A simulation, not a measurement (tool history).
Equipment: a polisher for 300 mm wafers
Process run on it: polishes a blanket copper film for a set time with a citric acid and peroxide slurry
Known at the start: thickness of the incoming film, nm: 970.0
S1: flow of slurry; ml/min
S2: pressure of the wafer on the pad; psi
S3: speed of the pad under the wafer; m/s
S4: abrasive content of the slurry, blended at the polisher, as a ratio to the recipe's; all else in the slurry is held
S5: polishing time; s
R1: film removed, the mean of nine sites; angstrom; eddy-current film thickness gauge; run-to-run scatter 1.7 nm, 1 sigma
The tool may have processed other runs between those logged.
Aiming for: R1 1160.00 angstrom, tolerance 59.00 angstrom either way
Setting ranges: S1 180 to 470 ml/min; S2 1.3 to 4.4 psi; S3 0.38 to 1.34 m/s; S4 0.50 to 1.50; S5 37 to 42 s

run 1 hour=0.0 | S1=300 S2=2.8 S3=0.86 S4=1.00 S5=42 | R1=677.42
run 2 hour=2.7 | S1=300 S2=2.4 S3=0.86 S4=1.00 S5=42 | R1=583.33
run 3 hour=8.4 | S1=225 S2=2.4 S3=0.86 S4=1.00 S5=42 | R1=566.88
run 4 hour=12.1 | S1=225 S2=3.0 S3=0.86 S4=1.00 S5=42 | R1=706.07
run 5 hour=17.6 | S1=225 S2=2.5 S3=0.86 S4=1.00 S5=42 | R1=595.98
run 6 hour=18.4 | S1=225 S2=2.8 S3=0.86 S4=1.00 S5=42 | R1=648.72
run 7 hour=19.9 | S1=225 S2=3.1 S3=0.86 S4=1.00 S5=42 | R1=732.51
run 8 hour=23.5 | S1=225 S2=3.3 S3=0.86 S4=1.00 S5=42 | R1=761.14
run 9 hour=31.6 | S1=225 S2=3.5 S3=0.88 S4=1.00 S5=42 | R1=801.54

Of the 4 settings listed for the next run, only one would bring every result within its allowed miss of target. Which one?
run A hour=39.7 | S1=230 S2=4.0 S3=1.20 S4=0.95 S5=42 | R1=?
run B hour=39.7 | S1=300 S2=4.2 S3=1.18 S4=1.15 S5=42 | R1=?
run C hour=39.7 | S1=245 S2=4.4 S3=1.14 S4=1.10 S5=42 | R1=?
run D hour=39.7 | S1=335 S2=3.9 S3=1.30 S4=1.10 S5=42 | R1=?

move=A R1=1117.20
move=B R1=1240.00
move=C R1=1229.00
move=D R1=1233.50
A: in spec on every target
B: carries the result that was furthest off beyond its target, to the other side
C: carries the result that was furthest off beyond its target, to the other side
D: carries the result that was furthest off beyond its target, to the other side
A meets every target.
